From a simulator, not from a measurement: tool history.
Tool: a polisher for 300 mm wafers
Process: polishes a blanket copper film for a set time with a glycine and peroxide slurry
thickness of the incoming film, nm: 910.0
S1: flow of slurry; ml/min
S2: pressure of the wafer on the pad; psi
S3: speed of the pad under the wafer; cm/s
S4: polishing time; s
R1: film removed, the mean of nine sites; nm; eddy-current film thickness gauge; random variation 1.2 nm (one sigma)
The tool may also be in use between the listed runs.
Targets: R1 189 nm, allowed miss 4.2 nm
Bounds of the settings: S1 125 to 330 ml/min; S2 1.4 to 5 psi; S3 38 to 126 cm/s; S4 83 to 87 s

Run 1, hour 0: S1 210 ml/min, S2 3.2 psi, S3 82 cm/s, S4 83 s. Result: R1 362.48 nm.
Run 2, hour 2.7: S1 205 ml/min, S2 2.8 psi, S3 78 cm/s, S4 83 s. Result: R1 319.48 nm.
Run 3, hour 9.8: S1 205 ml/min, S2 2.8 psi, S3 62 cm/s, S4 83 s. Result: R1 280.98 nm.
Run 4, hour 18.2: S1 205 ml/min, S2 2.8 psi, S3 62 cm/s, S4 87 s. Result: R1 293.89 nm.
Run 5, hour 23.8: S1 205 ml/min, S2 2.8 psi, S3 46 cm/s, S4 87 s. Result: R1 250.4 nm.
Run 6, hour 26.7: S1 200 ml/min, S2 2.6 psi, S3 46 cm/s, S4 87 s. Result: R1 239.33 nm.
Run 7, hour 28.5: S1 195 ml/min, S2 2.4 psi, S3 46 cm/s, S4 87 s. Result: R1 227.23 nm.
Run 8, hour 30.5: S1 190 ml/min, S2 2.3 psi, S3 46 cm/s, S4 87 s. Result: R1 224.89 nm.
Run 9, hour 38.6: S1 190 ml/min, S2 2.1 psi, S3 46 cm/s, S4 87 s. Result: R1 207.96 nm.
Run 10, hour 41.9: S1 190 ml/min, S2 2 psi, S3 46 cm/s, S4 87 s. Result: R1 203.86 nm.
Run 11, hour 47: S1 165 ml/min, S2 1.7 psi, S3 46 cm/s, S4 87 s. Result: R1 185.02 nm.
Run 12, hour 51: S1 165 ml/min, S2 1.7 psi, S3 46 cm/s, S4 87 s. Result: R1 182.85 nm.

4 next moves are on the table. One of them brings every result within its allowed miss. Which?
Run A, hour 55: S1 140 ml/min, S2 1.8 psi, S3 50 cm/s, S4 85 s. Result: R1 ?.
Run B, hour 55: S1 165 ml/min, S2 1.8 psi, S3 42 cm/s, S4 85 s. Result: R1 ?.
Run C, hour 55: S1 125 ml/min, S2 1.8 psi, S3 48 cm/s, S4 83 s. Result: R1 ?.
Run D, hour 55: S1 155 ml/min, S2 1.9 psi, S3 42 cm/s, S4 83 s. Result: R1 ?.

move      R1
   A  188.79
   B  179.41
   C  177.66
   D   178.5
A: meets every target
B: further off than the last run
C: further off than the last run
D: further off than the last run
Answer: A
